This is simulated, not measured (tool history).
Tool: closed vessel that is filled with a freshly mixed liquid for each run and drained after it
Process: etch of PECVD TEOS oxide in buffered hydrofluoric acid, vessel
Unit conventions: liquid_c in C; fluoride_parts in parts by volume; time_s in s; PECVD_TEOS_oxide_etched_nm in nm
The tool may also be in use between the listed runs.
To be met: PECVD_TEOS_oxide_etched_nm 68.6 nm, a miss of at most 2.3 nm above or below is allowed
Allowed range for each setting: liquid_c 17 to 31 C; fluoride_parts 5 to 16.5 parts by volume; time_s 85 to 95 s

| run | hour | liquid_c | fluoride_parts | time_s | PECVD_TEOS_oxide_etched_nm |
|---|---|---|---|---|---|
| 1 | 0 | 23 | 10 | 85 | 100.48 |
| 2 | 5.4 | 26.5 | 10 | 85 | 121.63 |
| 3 | 14.4 | 23.5 | 10 | 85 | 103.14 |
| 4 | 20.6 | 23.5 | 8 | 85 | 126.59 |
| 5 | 27.6 | 25 | 8 | 85 | 134.94 |
| 6 | 34.2 | 24 | 8.5 | 85 | 120.19 |
| 7 | 35.9 | 23.5 | 8.5 | 85 | 120.32 |
| 8 | 39.5 | 23.5 | 8.5 | 85 | 118.81 |
| 9 | 41.3 | 23.5 | 8.5 | 85 | 116.16 |
| 10 | 48.1 | 23 | 8.5 | 85 | 115.87 |
| 11 | 51.7 | 22.5 | 9 | 85 | 107.23 |
| 12 | 60 | 22.5 | 9 | 85 | 103.47 |
| 13 | 62.5 | 22 | 9 | 85 | 101.62 |
| 14 | 63.5 | 21.5 | 9 | 85 | 96.798 |
| 15 | 72.7 | 21 | 9 | 85 | 94.187 |
| 16 | 75.1 | 20.5 | 9 | 85 | 94.412 |
| 17 | 80.4 | 17 | 11.5 | 85 | 63.152 |

Next run, 4 choices. One meets every target within its allowed miss, the rest don't. Which?
| A | 85.7 | 17 | 11 | 95 | ? |
| B | 85.7 | 17.5 | 10.5 | 90 | ? |
| C | 85.7 | 18.5 | 11.5 | 85 | ? |
| D | 85.7 | 18.5 | 11.5 | 90 | ? |

| move | PECVD_TEOS_oxide_etched_nm |
|---|---|
| A | 72.454 |
| B | 73.905 |
| C | 67.599 |
| D | 71.575 |
A: takes the biggest miss from the last run beyond its target
B: takes the biggest miss from the last run beyond its target
C: each result inside its tolerance
D: takes the biggest miss from the last run beyond its target
Answer: C
